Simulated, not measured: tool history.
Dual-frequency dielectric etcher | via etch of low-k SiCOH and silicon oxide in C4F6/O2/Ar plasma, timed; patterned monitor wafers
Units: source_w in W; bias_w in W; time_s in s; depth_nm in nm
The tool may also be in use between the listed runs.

run  hour  source_w  bias_w  time_s  depth_nm
  1     0       460     233    35.5    98.162
  2   6.1       420     228    35.5    94.409
  3  14.7       390     223    35.5    90.326
  4  22.8       390     223    35.5    90.068
  5  31.3       390     223    35.5    89.676
  6  35.2       430     223    35.5    93.721
  7  40.4       400     222    35.5    90.833
  8  45.5       380     221    35.5    89.044

What will run 9 give?
  9  49.6       360     220    35.5         ?

depth_nm: 86.205 nm

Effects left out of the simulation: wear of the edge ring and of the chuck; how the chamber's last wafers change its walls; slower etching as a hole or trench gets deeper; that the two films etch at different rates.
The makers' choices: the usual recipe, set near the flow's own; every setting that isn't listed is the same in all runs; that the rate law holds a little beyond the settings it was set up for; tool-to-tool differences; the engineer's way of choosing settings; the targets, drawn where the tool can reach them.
